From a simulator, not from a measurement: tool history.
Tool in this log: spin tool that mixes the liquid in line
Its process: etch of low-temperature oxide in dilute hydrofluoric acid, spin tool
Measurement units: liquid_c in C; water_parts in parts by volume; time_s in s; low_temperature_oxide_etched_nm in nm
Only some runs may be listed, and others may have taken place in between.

run,hour,liquid_c,water_parts,time_s,low_temperature_oxide_etched_nm
1,0.0,21.0,275,65,4.9145
2,1.0,21.0,370,65,3.3523
3,8.1,21.0,370,45,2.3583
4,14.5,24.5,370,45,2.6268
5,21.7,27.0,370,45,2.8191
6,28.0,27.5,275,45,4.2623
7,31.0,27.5,200,45,6.4213
8,37.5,27.5,160,45,8.3905

Run 9 is up next; what results do you expect?
9,46.3,27.5,160,45,?

Run 9 yielded low_temperature_oxide_etched_nm 8.3741 nm.
